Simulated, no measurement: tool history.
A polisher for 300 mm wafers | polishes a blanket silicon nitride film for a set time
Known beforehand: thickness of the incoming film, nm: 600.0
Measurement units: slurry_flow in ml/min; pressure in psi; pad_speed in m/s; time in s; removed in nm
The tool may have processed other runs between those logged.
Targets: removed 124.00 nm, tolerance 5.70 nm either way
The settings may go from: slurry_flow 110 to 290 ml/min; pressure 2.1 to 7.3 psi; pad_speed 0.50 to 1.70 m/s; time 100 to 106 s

run 1 hour=0.0 | slurry_flow=185 pressure=4.7 pad_speed=1.10 time=100 | removed=215.20
run 2 hour=3.8 | slurry_flow=140 pressure=4.7 pad_speed=1.10 time=100 | removed=204.24
run 3 hour=9.4 | slurry_flow=140 pressure=4.7 pad_speed=1.26 time=100 | removed=218.41
run 4 hour=14.8 | slurry_flow=140 pressure=4.4 pad_speed=1.24 time=100 | removed=208.92
run 5 hour=20.8 | slurry_flow=140 pressure=4.1 pad_speed=1.22 time=100 | removed=192.70
run 6 hour=28.3 | slurry_flow=140 pressure=3.8 pad_speed=1.20 time=100 | removed=181.04
run 7 hour=29.7 | slurry_flow=140 pressure=3.6 pad_speed=1.18 time=100 | removed=171.23
-- hour=38.1 worn pad replaced by a new one
run 8 hour=38.1 | slurry_flow=140 pressure=3.4 pad_speed=1.18 time=100 | removed=175.97
run 9 hour=40.8 | slurry_flow=135 pressure=3.2 pad_speed=1.14 time=100 | removed=161.03
run 10 hour=48.1 | slurry_flow=135 pressure=3.0 pad_speed=1.12 time=100 | removed=149.57
run 11 hour=51.4 | slurry_flow=135 pressure=2.9 pad_speed=1.12 time=100 | removed=145.43
run 12 hour=55.2 | slurry_flow=135 pressure=2.8 pad_speed=1.12 time=100 | removed=142.28
run 13 hour=59.7 | slurry_flow=135 pressure=2.7 pad_speed=1.12 time=100 | removed=136.54
run 14 hour=62.3 | slurry_flow=135 pressure=2.6 pad_speed=1.12 time=100 | removed=133.03
run 15 hour=66.0 | slurry_flow=135 pressure=2.2 pad_speed=1.12 time=100 | removed=114.48

Next run, 5 choices. One meets every target within its allowed miss, the rest don't. Which?
run A hour=69.7 | slurry_flow=135 pressure=2.8 pad_speed=1.02 time=102 | removed=?
run B hour=69.7 | slurry_flow=170 pressure=2.5 pad_speed=1.16 time=100 | removed=?
run C hour=69.7 | slurry_flow=140 pressure=2.3 pad_speed=1.18 time=101 | removed=?
run D hour=69.7 | slurry_flow=110 pressure=2.3 pad_speed=1.08 time=103 | removed=?
run E hour=69.7 | slurry_flow=110 pressure=2.7 pad_speed=0.80 time=106 | removed=?

move=A removed=133.74
move=B removed=134.33
move=C removed=123.75
move=D removed=113.45
move=E removed=111.44
A: takes the result that was furthest off past its target
B: takes the result that was furthest off past its target
C: in spec on every target
D: misses by more than the last run did
E: misses by more than the last run did
Move C is the one to make.
